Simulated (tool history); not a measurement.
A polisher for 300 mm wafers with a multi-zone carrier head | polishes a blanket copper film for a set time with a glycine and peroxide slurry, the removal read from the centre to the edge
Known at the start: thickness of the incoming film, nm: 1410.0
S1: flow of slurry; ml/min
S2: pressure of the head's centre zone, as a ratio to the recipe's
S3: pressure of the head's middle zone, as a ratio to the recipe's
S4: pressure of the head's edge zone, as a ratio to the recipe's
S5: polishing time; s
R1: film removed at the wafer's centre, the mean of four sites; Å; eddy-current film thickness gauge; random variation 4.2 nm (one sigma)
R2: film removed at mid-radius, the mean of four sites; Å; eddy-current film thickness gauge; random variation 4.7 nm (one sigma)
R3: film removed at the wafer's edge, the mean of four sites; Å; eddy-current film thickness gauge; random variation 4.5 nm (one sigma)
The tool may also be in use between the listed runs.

run	hour	S1	S2	S3	S4	S5	R1	R2	R3
1	0.0	125	1.00	1.00	1.00	77	3654.8	3673.6	3575.7
2	8.9	140	1.04	0.98	1.05	79	3968.9	3819.7	3879.7
3	17.8	140	1.04	0.98	1.11	79	3958.6	3807.9	3893.6
4	25.7	140	1.04	0.98	1.11	63	3148.5	3077.1	3084.9
5	33.0	150	1.07	0.97	1.12	70	3610.2	3416.0	3534.8
6	39.7	150	1.07	0.97	1.04	70	3616.1	3416.7	3414.7
7	47.9	160	1.10	0.96	1.06	74	3917.0	3632.5	3658.6
8	56.2	160	1.13	0.94	1.07	78	4217.0	3794.2	3829.1

The next listed run, before its measurement:
9	57.8	165	1.14	0.91	1.09	81	?	?	?

{"run 9": {"R1": 4479.0, "R2": 3781.7, "R3": 4071.9}}
